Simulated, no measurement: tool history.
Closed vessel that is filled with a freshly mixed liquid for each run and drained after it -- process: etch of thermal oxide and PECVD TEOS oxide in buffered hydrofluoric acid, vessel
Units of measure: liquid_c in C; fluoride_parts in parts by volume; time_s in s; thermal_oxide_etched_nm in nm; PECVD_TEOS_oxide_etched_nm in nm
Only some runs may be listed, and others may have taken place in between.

run 1 hour=0.0 | liquid_c=25.0 fluoride_parts=20.5 time_s=60 | thermal_oxide_etched_nm=36.926 PECVD_TEOS_oxide_etched_nm=69.996
run 2 hour=3.7 | liquid_c=26.0 fluoride_parts=20.0 time_s=60 | thermal_oxide_etched_nm=39.144 PECVD_TEOS_oxide_etched_nm=76.830
run 3 hour=10.5 | liquid_c=26.0 fluoride_parts=17.5 time_s=60 | thermal_oxide_etched_nm=44.454 PECVD_TEOS_oxide_etched_nm=88.287
run 4 hour=13.7 | liquid_c=23.0 fluoride_parts=17.5 time_s=60 | thermal_oxide_etched_nm=38.042 PECVD_TEOS_oxide_etched_nm=73.590
run 5 hour=20.8 | liquid_c=26.5 fluoride_parts=17.5 time_s=60 | thermal_oxide_etched_nm=46.388 PECVD_TEOS_oxide_etched_nm=90.302
run 6 hour=28.1 | liquid_c=25.0 fluoride_parts=17.5 time_s=60 | thermal_oxide_etched_nm=42.355 PECVD_TEOS_oxide_etched_nm=83.301
-- hour=32.3 thermometer replaced
run 7 hour=32.3 | liquid_c=29.0 fluoride_parts=17.0 time_s=60 | thermal_oxide_etched_nm=50.309 PECVD_TEOS_oxide_etched_nm=95.018
run 8 hour=39.0 | liquid_c=29.0 fluoride_parts=16.0 time_s=60 | thermal_oxide_etched_nm=53.102 PECVD_TEOS_oxide_etched_nm=101.980
run 9 hour=42.9 | liquid_c=29.5 fluoride_parts=15.5 time_s=60 | thermal_oxide_etched_nm=55.929 PECVD_TEOS_oxide_etched_nm=110.480

What does the tool deliver on the next run?
run 10 hour=48.8 | liquid_c=30.0 fluoride_parts=15.5 time_s=60 | thermal_oxide_etched_nm=? PECVD_TEOS_oxide_etched_nm=?

Run 10 produced thermal_oxide_etched_nm 58.155 nm, PECVD_TEOS_oxide_etched_nm 112.690 nm.

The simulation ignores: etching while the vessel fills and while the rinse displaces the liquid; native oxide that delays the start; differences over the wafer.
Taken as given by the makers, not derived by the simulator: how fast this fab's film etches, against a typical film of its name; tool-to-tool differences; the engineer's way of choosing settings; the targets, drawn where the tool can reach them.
